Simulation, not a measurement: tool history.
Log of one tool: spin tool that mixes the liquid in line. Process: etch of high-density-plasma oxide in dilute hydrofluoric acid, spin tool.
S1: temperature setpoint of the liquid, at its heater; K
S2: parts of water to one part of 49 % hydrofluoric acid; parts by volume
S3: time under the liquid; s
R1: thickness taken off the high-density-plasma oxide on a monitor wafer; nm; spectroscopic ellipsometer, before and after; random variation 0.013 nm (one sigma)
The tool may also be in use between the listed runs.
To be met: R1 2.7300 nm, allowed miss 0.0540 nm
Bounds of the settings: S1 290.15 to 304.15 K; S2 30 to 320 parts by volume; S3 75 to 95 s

Run 1, day 0.000: S1 296.15 K, S2 175 parts by volume, S3 95 s. Result: R1 3.9163 nm.
Run 2, day 0.212: S1 295.15 K, S2 180 parts by volume, S3 95 s. Result: R1 3.6147 nm.
Run 3, day 0.575: S1 295.15 K, S2 180 parts by volume, S3 75 s. Result: R1 2.8675 nm.
Run 4, day 0.750: S1 294.65 K, S2 180 parts by volume, S3 75 s. Result: R1 2.8097 nm.
Run 5, day 1.079: S1 294.65 K, S2 180 parts by volume, S3 75 s. Result: R1 2.8029 nm.
Run 6, day 1.412: S1 294.65 K, S2 180 parts by volume, S3 95 s. Result: R1 3.5582 nm.
Run 7, day 1.696: S1 294.15 K, S2 185 parts by volume, S3 95 s. Result: R1 3.4002 nm.
Run 8, day 1.862: S1 293.65 K, S2 190 parts by volume, S3 95 s. Result: R1 3.2201 nm.
Run 9, day 2.062: S1 293.65 K, S2 190 parts by volume, S3 95 s. Result: R1 3.2262 nm.
Run 10, day 2.296: S1 293.15 K, S2 190 parts by volume, S3 95 s. Result: R1 3.1710 nm.
Run 11, day 2.383: S1 292.65 K, S2 190 parts by volume, S3 95 s. Result: R1 3.1043 nm.
Run 12, day 2.671: S1 292.65 K, S2 190 parts by volume, S3 95 s. Result: R1 3.1140 nm.

4 next moves are on the table. One of them brings every result within its allowed miss. Which?
Run A, day 2.958: S1 294.15 K, S2 175 parts by volume, S3 75 s. Result: R1 ?.
Run B, day 2.958: S1 295.65 K, S2 185 parts by volume, S3 95 s. Result: R1 ?.
Run C, day 2.958: S1 294.15 K, S2 225 parts by volume, S3 90 s. Result: R1 ?.
Run D, day 2.958: S1 295.65 K, S2 190 parts by volume, S3 75 s. Result: R1 ?.

move      R1
   A  2.8618
   B  3.5943
   C  2.5401
   D  2.7484
A: nearer than the last run, and not there yet
B: further off than the last run
C: takes the result that was furthest off past its target
D: meets every target
Move D is the one to make.
